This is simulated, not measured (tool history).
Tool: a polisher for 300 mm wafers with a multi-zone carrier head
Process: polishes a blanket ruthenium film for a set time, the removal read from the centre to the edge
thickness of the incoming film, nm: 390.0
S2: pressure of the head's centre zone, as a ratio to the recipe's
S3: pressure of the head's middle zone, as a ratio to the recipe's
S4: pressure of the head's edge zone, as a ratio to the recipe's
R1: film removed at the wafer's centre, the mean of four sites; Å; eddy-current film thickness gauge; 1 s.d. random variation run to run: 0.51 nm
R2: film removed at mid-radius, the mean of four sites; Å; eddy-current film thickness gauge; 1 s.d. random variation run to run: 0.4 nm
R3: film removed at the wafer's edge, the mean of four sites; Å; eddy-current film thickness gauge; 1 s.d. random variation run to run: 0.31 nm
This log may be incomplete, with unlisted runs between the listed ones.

{"run": 1, "hour": 0.0, "flow of slurry (ml/min)": 310, "S2": 1.0, "S3": 1.0, "S4": 1.0, "polishing time (s)": 32, "R1": 301.32, "R2": 316.28, "R3": 319.55}
{"run": 2, "hour": 7.2, "flow of slurry (ml/min)": 310, "S2": 1.0, "S3": 1.0, "S4": 1.0, "polishing time (s)": 29, "R1": 274.39, "R2": 279.97, "R3": 284.9}
{"run": 3, "hour": 10.5, "flow of slurry (ml/min)": 385, "S2": 1.0, "S3": 1.0, "S4": 1.0, "polishing time (s)": 29, "R1": 278.75, "R2": 292.1, "R3": 284.99}
{"run": 4, "hour": 15.4, "flow of slurry (ml/min)": 385, "S2": 1.0, "S3": 1.0, "S4": 1.0, "polishing time (s)": 24, "R1": 233.77, "R2": 243.76, "R3": 239.66}
{"run": 5, "hour": 21.7, "flow of slurry (ml/min)": 460, "S2": 1.0, "S3": 1.0, "S4": 1.0, "polishing time (s)": 24, "R1": 238.88, "R2": 244.36, "R3": 240.33}
{"run": 6, "hour": 28.4, "flow of slurry (ml/min)": 460, "S2": 1.0, "S3": 0.94, "S4": 1.0, "polishing time (s)": 24, "R1": 237.54, "R2": 233.16, "R3": 241.11}
{"run": 7, "hour": 33.0, "flow of slurry (ml/min)": 470, "S2": 1.05, "S3": 1.04, "S4": 1.1, "polishing time (s)": 33, "R1": 345.21, "R2": 348.66, "R3": 350.19}
{"run": 8, "hour": 34.5, "flow of slurry (ml/min)": 470, "S2": 1.05, "S3": 1.04, "S4": 1.1, "polishing time (s)": 33, "R1": 334.29, "R2": 348.05, "R3": 345.12}
{"run": 9, "hour": 37.4, "flow of slurry (ml/min)": 470, "S2": 1.06, "S3": 1.05, "S4": 1.1, "polishing time (s)": 33, "R1": 344.83, "R2": 349.77, "R3": 351.63}
{"run": 10, "hour": 44.7, "flow of slurry (ml/min)": 470, "S2": 1.06, "S3": 1.06, "S4": 1.1, "polishing time (s)": 33, "R1": 348.86, "R2": 359.92, "R3": 346.14}
{"run": 11, "hour": 53.1, "flow of slurry (ml/min)": 470, "S2": 1.06, "S3": 1.06, "S4": 1.11, "polishing time (s)": 33, "R1": 339.97, "R2": 355.11, "R3": 350.33}

Run 12, settings as shown, results not yet in. Your forecast:
{"run": 12, "hour": 57.8, "flow of slurry (ml/min)": 475, "S2": 1.14, "S3": 1.16, "S4": 1.15, "polishing time (s)": 37, "R1": "?", "R2": "?", "R3": "?"}

{"run 12": {"R1": 411.33, "R2": 428.69, "R3": 402.15}}

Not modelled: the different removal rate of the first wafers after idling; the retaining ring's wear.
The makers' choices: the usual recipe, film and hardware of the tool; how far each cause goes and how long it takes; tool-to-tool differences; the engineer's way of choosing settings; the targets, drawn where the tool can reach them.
